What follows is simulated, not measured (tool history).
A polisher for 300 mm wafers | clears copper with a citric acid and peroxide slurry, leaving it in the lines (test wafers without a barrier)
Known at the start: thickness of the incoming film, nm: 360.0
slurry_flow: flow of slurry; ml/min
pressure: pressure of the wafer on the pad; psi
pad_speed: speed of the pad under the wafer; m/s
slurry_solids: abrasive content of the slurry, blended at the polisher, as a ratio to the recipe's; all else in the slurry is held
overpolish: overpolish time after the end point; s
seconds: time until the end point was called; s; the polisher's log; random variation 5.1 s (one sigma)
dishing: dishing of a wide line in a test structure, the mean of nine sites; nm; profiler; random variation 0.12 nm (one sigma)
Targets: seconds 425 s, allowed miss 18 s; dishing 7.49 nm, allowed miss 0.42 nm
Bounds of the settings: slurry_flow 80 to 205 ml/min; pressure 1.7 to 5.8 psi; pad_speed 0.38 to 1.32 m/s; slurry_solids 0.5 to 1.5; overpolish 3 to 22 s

run 1 hour=0 | slurry_flow=135 pressure=3.7 pad_speed=0.84 slurry_solids=1 overpolish=11 | seconds=159.54 dishing=19.13
run 2 hour=6.6 | slurry_flow=135 pressure=3.7 pad_speed=0.84 slurry_solids=0.9 overpolish=11 | seconds=164.12 dishing=18.669
run 3 hour=9.8 | slurry_flow=165 pressure=3.7 pad_speed=0.84 slurry_solids=0.9 overpolish=11 | seconds=159.5 dishing=19
run 4 hour=12 | slurry_flow=175 pressure=3.7 pad_speed=0.84 slurry_solids=0.9 overpolish=11 | seconds=157.5 dishing=18.93
run 5 hour=19.1 | slurry_flow=175 pressure=3.7 pad_speed=1.04 slurry_solids=0.9 overpolish=11 | seconds=127.73 dishing=23.348
run 6 hour=20 | slurry_flow=175 pressure=3.1 pad_speed=1.04 slurry_solids=0.9 overpolish=11 | seconds=150.29 dishing=19.974
run 7 hour=24.4 | slurry_flow=175 pressure=2.8 pad_speed=0.92 slurry_solids=0.9 overpolish=11 | seconds=180.43 dishing=17.333
run 8 hour=26.6 | slurry_flow=170 pressure=2.6 pad_speed=0.8 slurry_solids=0.9 overpolish=11 | seconds=219.58 dishing=14.186
run 9 hour=34.5 | slurry_flow=170 pressure=2.4 pad_speed=0.72 slurry_solids=0.9 overpolish=11 | seconds=255.22 dishing=12.019
run 10 hour=40.9 | slurry_flow=170 pressure=2.3 pad_speed=0.66 slurry_solids=0.9 overpolish=11 | seconds=295.22 dishing=10.74
run 11 hour=43.2 | slurry_flow=170 pressure=2.2 pad_speed=0.62 slurry_solids=0.9 overpolish=11 | seconds=325.29 dishing=9.8559
run 12 hour=44.1 | slurry_flow=140 pressure=1.7 pad_speed=0.54 slurry_solids=0.9 overpolish=11 | seconds=441.85 dishing=7.0799
run 13 hour=45 | slurry_flow=145 pressure=1.7 pad_speed=0.54 slurry_solids=0.9 overpolish=11 | seconds=450.09 dishing=6.9258
run 14 hour=49.9 | slurry_flow=150 pressure=1.7 pad_speed=0.54 slurry_solids=0.9 overpolish=11 | seconds=448.7 dishing=7.2856

5 next moves are on the table. One of them brings every result within its allowed miss. Which?
run A hour=54.8 | slurry_flow=155 pressure=1.9 pad_speed=0.5 slurry_solids=0.75 overpolish=11 | seconds=? dishing=?
run B hour=54.8 | slurry_flow=130 pressure=1.7 pad_speed=0.42 slurry_solids=1.1 overpolish=14 | seconds=? dishing=?
run C hour=54.8 | slurry_flow=145 pressure=1.7 pad_speed=0.5 slurry_solids=1 overpolish=12 | seconds=? dishing=?
run D hour=54.8 | slurry_flow=150 pressure=1.7 pad_speed=0.48 slurry_solids=0.9 overpolish=13 | seconds=? dishing=?
run E hour=54.8 | slurry_flow=190 pressure=1.8 pad_speed=0.56 slurry_solids=0.75 overpolish=11 | seconds=? dishing=?

move=A seconds=470.51 dishing=6.7572
move=B seconds=538.99 dishing=7.4843
move=C seconds=465.17 dishing=7.4322
move=D seconds=497.14 dishing=7.5314
move=E seconds=427.13 dishing=7.421
A: further off than the last run
B: further off than the last run
C: further off than the last run
D: further off than the last run
E: meets every target
Answer: E

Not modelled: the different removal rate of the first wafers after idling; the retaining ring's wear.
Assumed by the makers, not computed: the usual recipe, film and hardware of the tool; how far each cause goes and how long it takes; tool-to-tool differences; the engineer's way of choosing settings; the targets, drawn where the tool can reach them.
